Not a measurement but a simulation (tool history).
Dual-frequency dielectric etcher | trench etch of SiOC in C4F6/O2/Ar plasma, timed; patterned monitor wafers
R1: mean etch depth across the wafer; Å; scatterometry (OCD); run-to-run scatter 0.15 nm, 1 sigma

{"run": 1, "hour": 0.0, "source power (kW)": 0.41, "bias power (kW)": 0.177, "etch time (s)": 21, "R1": 415.05}
{"run": 2, "hour": 1.9, "source power (kW)": 0.42, "bias power (kW)": 0.177, "etch time (s)": 21, "R1": 415.71}
{"run": 3, "hour": 3.4, "source power (kW)": 0.42, "bias power (kW)": 0.165, "etch time (s)": 21, "R1": 412.47}
{"run": 4, "hour": 6.4, "source power (kW)": 0.43, "bias power (kW)": 0.166, "etch time (s)": 21, "R1": 414.7}
{"run": 5, "hour": 14.8, "source power (kW)": 0.37, "bias power (kW)": 0.166, "etch time (s)": 21, "R1": 396.15}
{"run": 6, "hour": 20.4, "source power (kW)": 0.37, "bias power (kW)": 0.147, "etch time (s)": 21, "R1": 385.19}
{"run": 7, "hour": 24.0, "source power (kW)": 0.39, "bias power (kW)": 0.149, "etch time (s)": 21, "R1": 393.61}

Run 8 comes next. What will it give?
{"run": 8, "hour": 30.3, "source power (kW)": 0.41, "bias power (kW)": 0.15, "etch time (s)": 21, "R1": "?"}

R1: 403.11 Å
